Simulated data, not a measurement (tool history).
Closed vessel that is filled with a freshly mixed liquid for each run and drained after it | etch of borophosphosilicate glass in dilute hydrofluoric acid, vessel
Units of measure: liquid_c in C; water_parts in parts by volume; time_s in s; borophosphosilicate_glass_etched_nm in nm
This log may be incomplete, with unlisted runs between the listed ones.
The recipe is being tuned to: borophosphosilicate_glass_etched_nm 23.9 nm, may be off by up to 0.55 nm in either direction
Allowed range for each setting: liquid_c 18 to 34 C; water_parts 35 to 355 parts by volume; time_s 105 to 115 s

run	hour	liquid_c	water_parts	time_s	borophosphosilicate_glass_etched_nm
1	0	26	195	105	35.78
2	3.7	27.5	195	105	37.856
3	6.1	27.5	195	105	38.257
4	13.1	27.5	125	105	64.423
5	16.6	25	150	105	47.276
6	21.8	25	150	115	52.082
7	26	23	165	115	43.003
8	32.4	21.5	180	115	36.821
9	37	18	235	115	23.307

Which of these 5 next moves meets every target?
A	41.6	19	230	115	?
B	41.6	18.5	225	115	?
C	41.6	18.5	245	110	?
D	41.6	18	215	105	?
E	41.6	20	235	115	?

move	borophosphosilicate_glass_etched_nm
A	24.832
B	25.015
C	21.576
D	23.659
E	25.13
A: carries the result that was furthest off beyond its target, to the other side
B: carries the result that was furthest off beyond its target, to the other side
C: misses by more than the last run did
D: in spec on every target
E: carries the result that was furthest off beyond its target, to the other side
The move that meets every target is D.
